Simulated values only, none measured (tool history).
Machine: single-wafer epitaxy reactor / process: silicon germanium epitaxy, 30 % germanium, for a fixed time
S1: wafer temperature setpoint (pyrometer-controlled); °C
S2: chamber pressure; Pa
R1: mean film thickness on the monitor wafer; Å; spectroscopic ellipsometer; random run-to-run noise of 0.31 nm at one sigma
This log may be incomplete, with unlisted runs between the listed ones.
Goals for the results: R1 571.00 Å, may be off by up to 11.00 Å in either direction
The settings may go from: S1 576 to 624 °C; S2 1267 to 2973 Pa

run,hour,S1,S2,R1
1,0.0,600,2120,497.97
2,5.4,593,2120,434.64
3,9.4,587,2120,383.75
4,15.8,590,2120,408.09
5,22.7,593,2120,436.65
6,30.9,600,2120,502.57
7,31.9,601,2120,510.53
8,37.8,602,2120,527.75
9,41.1,603,2120,540.94
10,48.2,604,2120,555.40

Exactly one of the 4 candidate moves below puts every result within its allowed miss. Which one?
A,55.3,608,1707,?
B,55.3,600,2453,?
C,55.3,604,1986,?
D,55.3,605,2200,?

move,R1
A,533.38
B,543.06
C,531.60
D,571.06
A: the biggest miss grows against the last run
B: the biggest miss grows against the last run
C: the biggest miss grows against the last run
D: all results land within tolerance of their targets
Go with D: it meets all targets.

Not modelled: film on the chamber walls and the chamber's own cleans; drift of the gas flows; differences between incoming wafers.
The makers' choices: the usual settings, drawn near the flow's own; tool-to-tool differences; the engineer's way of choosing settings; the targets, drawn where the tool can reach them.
